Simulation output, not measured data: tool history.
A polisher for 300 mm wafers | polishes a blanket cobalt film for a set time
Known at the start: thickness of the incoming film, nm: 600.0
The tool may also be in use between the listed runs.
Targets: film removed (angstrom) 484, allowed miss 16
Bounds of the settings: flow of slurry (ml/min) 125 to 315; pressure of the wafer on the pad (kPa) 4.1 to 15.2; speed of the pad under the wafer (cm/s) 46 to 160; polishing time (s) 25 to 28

run    day  flow of slurry (ml/min)  pressure of the wafer on the pad (kPa)  speed of the pad under the wafer (cm/s)  polishing time (s)  film removed (angstrom)
  1      0                      205                                     9.7                                      102                  28                   830.01
  2  0.362                      205                                     8.3                                      102                  28                   721.89
  3  0.458                      235                                     8.3                                      102                  28                   724.58
  4  0.562                      235                                    10.3                                      102                  28                   908.05
  5  0.888                      235                                     8.3                                      102                  28                   729.19
  6    1.1                      235                                     8.3                                      102                  25                   648.52
     1.292  -- slurry nozzle cleaned
  7  1.292                      235                                     7.6                                      102                  25                   660.63
  8  1.579                      235                                     6.2                                      102                  25                      548

Which of these 4 next moves meets every target?
  A  1.867                      270                                     7.6                                       90                  25                        ?
  B  1.867                      295                                     5.5                                      100                  25                        ?
  C  1.867                      170                                     5.5                                      100                  28                        ?
  D  1.867                      245                                     4.8                                      122                  25                        ?

move  film removed (angstrom)
   A                   584.14
   B                   493.95
   C                   514.76
   D                   524.81
A: further off than the last run
B: meets every target
C: nearer than the last run, and not there yet
D: nearer than the last run, and not there yet
Move B is the one to make.
